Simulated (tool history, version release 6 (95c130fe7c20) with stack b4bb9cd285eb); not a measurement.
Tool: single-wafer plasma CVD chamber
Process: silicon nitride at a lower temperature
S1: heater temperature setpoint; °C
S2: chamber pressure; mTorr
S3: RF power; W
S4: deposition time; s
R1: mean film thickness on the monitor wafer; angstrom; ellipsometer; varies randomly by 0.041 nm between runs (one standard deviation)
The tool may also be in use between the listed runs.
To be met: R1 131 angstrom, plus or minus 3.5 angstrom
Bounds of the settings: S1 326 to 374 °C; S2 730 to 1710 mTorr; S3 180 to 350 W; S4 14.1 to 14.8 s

run,day,S1,S2,S3,S4,R1
1,0,350,1220,265,14.8,153.91
2,0.088,350,1180,260,14.8,151.22
3,0.288,350,1150,255,14.8,147.1
4,0.517,350,1110,255,14.8,147.01
5,0.638,350,1090,250,14.8,143.48
6,0.875,350,1060,250,14.8,142.11
7,1.154,350,1030,250,14.8,142.1
8,1.367,350,1010,245,14.8,138.28
9,1.675,350,990,245,14.8,138.53
10,1.979,350,970,245,14.8,137.72
11,2.188,350,950,245,14.8,136.82
12,2.421,350,950,245,14.8,137.34
13,2.629,350,940,245,14.8,136.89
14,2.962,350,930,245,14.8,137.1
15,3.258,350,920,245,14.8,136.57

Consider the 5 candidate settings below. Which is the only one whose results all fall within their allowed miss of target?
A,3.554,352,900,240,14.6,?
B,3.554,352,740,235,14.2,?
C,3.554,357,820,255,14.8,?
D,3.554,348,1050,250,14.8,?
E,3.554,343,1040,225,14.1,?

move,R1
A,131.67
B,121.6
C,139.08
D,142.71
E,122.4
A: each result inside its tolerance
B: the result that was furthest off in the last run now lies on the other side of its target
C: moves away from the targets compared with the last run
D: moves away from the targets compared with the last run
E: the result that was furthest off in the last run now lies on the other side of its target
A is the move that brings every result within its allowed miss.

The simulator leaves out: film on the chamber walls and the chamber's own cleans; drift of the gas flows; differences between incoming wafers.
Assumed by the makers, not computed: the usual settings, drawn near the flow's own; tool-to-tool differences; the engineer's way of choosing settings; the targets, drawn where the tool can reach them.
